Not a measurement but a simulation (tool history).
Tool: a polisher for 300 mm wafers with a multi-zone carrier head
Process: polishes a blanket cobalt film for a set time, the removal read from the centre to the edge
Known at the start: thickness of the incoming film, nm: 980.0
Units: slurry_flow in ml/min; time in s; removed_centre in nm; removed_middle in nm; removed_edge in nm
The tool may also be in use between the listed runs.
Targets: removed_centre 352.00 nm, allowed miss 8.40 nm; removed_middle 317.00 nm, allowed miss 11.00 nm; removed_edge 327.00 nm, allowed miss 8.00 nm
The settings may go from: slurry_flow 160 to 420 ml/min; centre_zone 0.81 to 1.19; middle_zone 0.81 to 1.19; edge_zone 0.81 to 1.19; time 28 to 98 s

{"run": 1, "hour": 0.0, "slurry_flow": 270, "centre_zone": 1.0, "middle_zone": 1.0, "edge_zone": 1.0, "time": 63, "removed_centre": 281.62, "removed_middle": 280.2, "removed_edge": 284.46}
{"run": 2, "hour": 6.9, "slurry_flow": 280, "centre_zone": 1.02, "middle_zone": 1.01, "edge_zone": 1.02, "time": 63, "removed_centre": 288.59, "removed_middle": 282.67, "removed_edge": 290.35}
{"run": 3, "hour": 12.0, "slurry_flow": 240, "centre_zone": 1.02, "middle_zone": 1.01, "edge_zone": 1.02, "time": 63, "removed_centre": 281.61, "removed_middle": 284.14, "removed_edge": 285.06}
{"run": 4, "hour": 15.9, "slurry_flow": 290, "centre_zone": 1.02, "middle_zone": 1.01, "edge_zone": 1.02, "time": 63, "removed_centre": 290.55, "removed_middle": 282.15, "removed_edge": 287.67}
{"run": 5, "hour": 18.3, "slurry_flow": 290, "centre_zone": 0.96, "middle_zone": 1.01, "edge_zone": 1.02, "time": 63, "removed_centre": 272.11, "removed_middle": 286.72, "removed_edge": 292.93}
{"run": 6, "hour": 21.7, "slurry_flow": 295, "centre_zone": 0.98, "middle_zone": 1.02, "edge_zone": 1.03, "time": 63, "removed_centre": 278.35, "removed_middle": 291.26, "removed_edge": 290.5}
{"run": 7, "hour": 29.7, "slurry_flow": 300, "centre_zone": 1.0, "middle_zone": 1.02, "edge_zone": 1.04, "time": 64, "removed_centre": 287.54, "removed_middle": 293.62, "removed_edge": 299.09}
{"run": 8, "hour": 32.9, "slurry_flow": 305, "centre_zone": 1.02, "middle_zone": 1.02, "edge_zone": 1.05, "time": 64, "removed_centre": 296.99, "removed_middle": 294.35, "removed_edge": 298.07}
{"run": 9, "hour": 39.3, "slurry_flow": 310, "centre_zone": 1.03, "middle_zone": 1.02, "edge_zone": 1.06, "time": 64, "removed_centre": 300.37, "removed_middle": 294.12, "removed_edge": 296.61}
{"run": 10, "hour": 39.9, "slurry_flow": 315, "centre_zone": 1.04, "middle_zone": 1.02, "edge_zone": 1.07, "time": 65, "removed_centre": 302.33, "removed_middle": 299.92, "removed_edge": 308.05}
{"run": 11, "hour": 46.9, "slurry_flow": 320, "centre_zone": 1.05, "middle_zone": 1.02, "edge_zone": 1.07, "time": 65, "removed_centre": 312.09, "removed_middle": 297.35, "removed_edge": 306.77}
{"run": 12, "hour": 54.7, "slurry_flow": 325, "centre_zone": 1.06, "middle_zone": 1.02, "edge_zone": 1.08, "time": 65, "removed_centre": 312.4, "removed_middle": 304.44, "removed_edge": 307.26}
{"run": 13, "hour": 62.4, "slurry_flow": 330, "centre_zone": 1.07, "middle_zone": 1.02, "edge_zone": 1.09, "time": 65, "removed_centre": 315.03, "removed_middle": 300.57, "removed_edge": 307.16}

Which of these 5 next moves meets every target?
{"run": "A", "hour": 70.1, "slurry_flow": 320, "centre_zone": 1.07, "middle_zone": 1.11, "edge_zone": 1.09, "time": 69, "removed_centre": "?", "removed_middle": "?", "removed_edge": "?"}
{"run": "B", "hour": 70.1, "slurry_flow": 335, "centre_zone": 0.96, "middle_zone": 0.84, "edge_zone": 1.1, "time": 66, "removed_centre": "?", "removed_middle": "?", "removed_edge": "?"}
{"run": "C", "hour": 70.1, "slurry_flow": 370, "centre_zone": 1.07, "middle_zone": 1.04, "edge_zone": 1.15, "time": 71, "removed_centre": "?", "removed_middle": "?", "removed_edge": "?"}
{"run": "D", "hour": 70.1, "slurry_flow": 345, "centre_zone": 1.08, "middle_zone": 0.98, "edge_zone": 1.01, "time": 71, "removed_centre": "?", "removed_middle": "?", "removed_edge": "?"}
{"run": "E", "hour": 70.1, "slurry_flow": 400, "centre_zone": 1.15, "middle_zone": 0.96, "edge_zone": 1.12, "time": 66, "removed_centre": "?", "removed_middle": "?", "removed_edge": "?"}

move=A removed_centre=336.54 removed_middle=343.83 removed_edge=330.71
move=B removed_centre=289.46 removed_middle=266.64 removed_edge=319.91
move=C removed_centre=351.14 removed_middle=340.43 removed_edge=353.54
move=D removed_centre=351.97 removed_middle=323.15 removed_edge=330.00
move=E removed_centre=353.19 removed_middle=299.11 removed_edge=326.08
A: nearer than the last run, and not there yet
B: further off than the last run
C: brings the result that was furthest off to its target, and leaves another outside
D: meets every target
E: brings the result that was furthest off to its target, and leaves another outside
Answer: D
